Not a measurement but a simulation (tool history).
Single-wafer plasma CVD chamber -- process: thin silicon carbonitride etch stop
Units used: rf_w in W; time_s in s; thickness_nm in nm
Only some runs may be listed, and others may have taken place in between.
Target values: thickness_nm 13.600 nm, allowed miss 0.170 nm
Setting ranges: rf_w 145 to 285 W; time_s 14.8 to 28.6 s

{"run": 1, "hour": 0.0, "rf_w": 215, "time_s": 21.7, "thickness_nm": 11.923}
{"run": 2, "hour": 4.7, "rf_w": 230, "time_s": 21.7, "thickness_nm": 12.115}
{"run": 3, "hour": 11.3, "rf_w": 210, "time_s": 21.7, "thickness_nm": 11.835}
{"run": 4, "hour": 12.7, "rf_w": 225, "time_s": 22.1, "thickness_nm": 12.264}
{"run": 5, "hour": 21.2, "rf_w": 225, "time_s": 19.3, "thickness_nm": 10.699}
{"run": 6, "hour": 25.2, "rf_w": 240, "time_s": 20.3, "thickness_nm": 11.439}
{"run": 7, "hour": 31.0, "rf_w": 250, "time_s": 21.0, "thickness_nm": 11.97}
{"run": 8, "hour": 37.5, "rf_w": 255, "time_s": 21.5, "thickness_nm": 12.298}

Which single option among these 5 for the next run brings every result within its allowed miss of target? Just one does.
{"run": "A", "hour": 44.0, "rf_w": 275, "time_s": 22.3, "thickness_nm": "?"}
{"run": "B", "hour": 44.0, "rf_w": 270, "time_s": 22.7, "thickness_nm": "?"}
{"run": "C", "hour": 44.0, "rf_w": 280, "time_s": 22.3, "thickness_nm": "?"}
{"run": "D", "hour": 44.0, "rf_w": 255, "time_s": 23.6, "thickness_nm": "?"}
{"run": "E", "hour": 44.0, "rf_w": 240, "time_s": 23.5, "thickness_nm": "?"}

move=A thickness_nm=13.041
move=B thickness_nm=13.211
move=C thickness_nm=13.104
move=D thickness_nm=13.528
move=E thickness_nm=13.258
A: nearer than the last run, and not there yet
B: nearer than the last run, and not there yet
C: nearer than the last run, and not there yet
D: every result lands within tolerance
E: nearer than the last run, and not there yet
Answer: D
